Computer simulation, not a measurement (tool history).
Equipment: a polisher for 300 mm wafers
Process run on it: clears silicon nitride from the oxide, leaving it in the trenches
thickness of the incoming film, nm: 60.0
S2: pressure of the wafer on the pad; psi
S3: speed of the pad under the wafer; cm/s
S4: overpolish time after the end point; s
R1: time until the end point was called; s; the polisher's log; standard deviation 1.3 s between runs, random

run 1 hour=0 | flow_of_slurry_(ml/min)=200 S2=2.2 S3=94 S4=4 | R1=99.348
run 2 hour=4.3 | flow_of_slurry_(ml/min)=200 S2=2.2 S3=94 S4=4 | R1=99.944
run 3 hour=9.5 | flow_of_slurry_(ml/min)=175 S2=2.2 S3=94 S4=4 | R1=102.01
run 4 hour=11.9 | flow_of_slurry_(ml/min)=175 S2=2.2 S3=112 S4=4 | R1=86.552
run 5 hour=19.5 | flow_of_slurry_(ml/min)=175 S2=2.3 S3=112 S4=4 | R1=85.767
run 6 hour=22.5 | flow_of_slurry_(ml/min)=175 S2=2.4 S3=114 S4=4 | R1=77.975
run 7 hour=30.3 | flow_of_slurry_(ml/min)=175 S2=2.4 S3=114 S4=4 | R1=78.661

The next listed run, before its measurement:
run 8 hour=35.3 | flow_of_slurry_(ml/min)=175 S2=2.5 S3=114 S4=4 | R1=?

{"run 8": {"R1": 75.291}}

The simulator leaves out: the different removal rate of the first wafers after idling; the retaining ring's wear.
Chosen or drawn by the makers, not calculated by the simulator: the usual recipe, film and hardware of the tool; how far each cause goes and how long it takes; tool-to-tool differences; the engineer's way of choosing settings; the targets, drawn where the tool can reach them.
